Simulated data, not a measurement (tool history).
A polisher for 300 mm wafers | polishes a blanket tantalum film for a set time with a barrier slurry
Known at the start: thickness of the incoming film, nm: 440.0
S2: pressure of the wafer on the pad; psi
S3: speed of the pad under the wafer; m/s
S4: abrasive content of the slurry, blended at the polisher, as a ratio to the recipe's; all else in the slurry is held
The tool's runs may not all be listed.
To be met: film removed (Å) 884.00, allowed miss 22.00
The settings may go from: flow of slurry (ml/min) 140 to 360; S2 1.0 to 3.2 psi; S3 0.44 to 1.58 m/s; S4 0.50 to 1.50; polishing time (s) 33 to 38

run 1 day=0.000 | flow_of_slurry_(ml/min)=230 S2=2.1 S3=1.00 S4=1.00 polishing_time_(s)=38 | film_removed_(Å)=662.57
run 2 day=0.304 | flow_of_slurry_(ml/min)=230 S2=1.7 S3=1.00 S4=1.00 polishing_time_(s)=38 | film_removed_(Å)=556.45
run 3 day=0.417 | flow_of_slurry_(ml/min)=235 S2=1.9 S3=1.00 S4=1.00 polishing_time_(s)=38 | film_removed_(Å)=605.82
run 4 day=0.733 | flow_of_slurry_(ml/min)=235 S2=1.9 S3=1.00 S4=0.85 polishing_time_(s)=38 | film_removed_(Å)=568.91
run 5 day=1.038 | flow_of_slurry_(ml/min)=240 S2=2.1 S3=1.00 S4=0.85 polishing_time_(s)=38 | film_removed_(Å)=622.50
run 6 day=1.100 | flow_of_slurry_(ml/min)=240 S2=2.1 S3=1.00 S4=0.70 polishing_time_(s)=38 | film_removed_(Å)=562.93
run 7 day=1.146 | flow_of_slurry_(ml/min)=240 S2=2.1 S3=1.00 S4=0.70 polishing_time_(s)=38 | film_removed_(Å)=560.53
run 8 day=1.279 | flow_of_slurry_(ml/min)=245 S2=2.3 S3=1.00 S4=0.70 polishing_time_(s)=38 | film_removed_(Å)=605.13
run 9 day=1.350 | flow_of_slurry_(ml/min)=245 S2=2.5 S3=1.00 S4=0.70 polishing_time_(s)=38 | film_removed_(Å)=655.29
run 10 day=1.546 | flow_of_slurry_(ml/min)=245 S2=2.7 S3=1.00 S4=0.70 polishing_time_(s)=38 | film_removed_(Å)=693.94
run 11 day=1.771 | flow_of_slurry_(ml/min)=270 S2=3.2 S3=1.06 S4=0.70 polishing_time_(s)=38 | film_removed_(Å)=840.32
run 12 day=2.042 | flow_of_slurry_(ml/min)=270 S2=3.2 S3=1.08 S4=0.70 polishing_time_(s)=38 | film_removed_(Å)=854.67

4 next moves are on the table. One of them brings every result within its allowed miss. Which?
run A day=2.312 | flow_of_slurry_(ml/min)=280 S2=3.0 S3=1.24 S4=0.80 polishing_time_(s)=36 | film_removed_(Å)=?
run B day=2.312 | flow_of_slurry_(ml/min)=275 S2=3.0 S3=1.16 S4=0.75 polishing_time_(s)=37 | film_removed_(Å)=?
run C day=2.312 | flow_of_slurry_(ml/min)=345 S2=3.1 S3=1.06 S4=0.70 polishing_time_(s)=36 | film_removed_(Å)=?
run D day=2.312 | flow_of_slurry_(ml/min)=275 S2=3.2 S3=1.12 S4=0.75 polishing_time_(s)=38 | film_removed_(Å)=?

move=A film_removed_(Å)=931.20
move=B film_removed_(Å)=872.52
move=C film_removed_(Å)=788.83
move=D film_removed_(Å)=918.72
A: takes the result that was furthest off past its target
B: meets every target
C: further off than the last run
D: takes the result that was furthest off past its target
Answer: B
